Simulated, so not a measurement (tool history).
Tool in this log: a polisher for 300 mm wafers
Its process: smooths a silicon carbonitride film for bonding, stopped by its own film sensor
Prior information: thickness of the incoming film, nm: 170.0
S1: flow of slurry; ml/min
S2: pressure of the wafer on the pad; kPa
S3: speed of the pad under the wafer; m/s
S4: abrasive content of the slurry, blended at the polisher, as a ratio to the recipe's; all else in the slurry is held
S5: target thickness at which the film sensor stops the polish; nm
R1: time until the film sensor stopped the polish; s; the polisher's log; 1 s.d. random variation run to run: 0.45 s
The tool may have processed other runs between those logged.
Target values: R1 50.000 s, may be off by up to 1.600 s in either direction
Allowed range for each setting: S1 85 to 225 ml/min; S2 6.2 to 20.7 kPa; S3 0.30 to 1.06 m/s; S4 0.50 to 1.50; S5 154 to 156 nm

run	hour	S1	S2	S3	S4	S5	R1
1	0.0	145	13.1	0.68	1.00	154	86.724
2	0.5	110	13.1	0.68	1.00	154	93.793
3	3.2	110	13.1	0.68	1.00	154	91.439
4	11.2	120	14.5	0.68	1.00	154	86.271
5	18.2	120	14.5	0.80	1.00	154	76.392
6	21.4	130	15.2	0.80	1.00	154	74.141
7	22.3	135	15.9	0.82	1.00	154	70.777
8	25.8	140	16.5	0.84	1.00	154	66.339
9	33.7	145	17.2	0.86	1.00	154	63.103
10	37.1	150	17.9	0.88	1.00	154	61.138
11	44.1	150	18.6	0.90	1.00	154	58.039
12	48.4	180	20.7	0.90	1.00	154	52.889

Which of these 5 next moves meets every target?
A	52.7	180	19.3	0.92	1.05	154	?
B	52.7	165	19.3	1.04	0.80	155	?
C	52.7	205	19.3	0.84	1.05	154	?
D	52.7	165	20.7	1.06	0.70	156	?
E	52.7	175	20.7	0.70	1.15	156	?

move	R1
A	52.815
B	56.086
C	54.815
D	55.407
E	49.533
A: about as far from the targets as the last run
B: the biggest miss grows against the last run
C: the biggest miss grows against the last run
D: the biggest miss grows against the last run
E: in spec on every target
Go with E: it meets all targets.
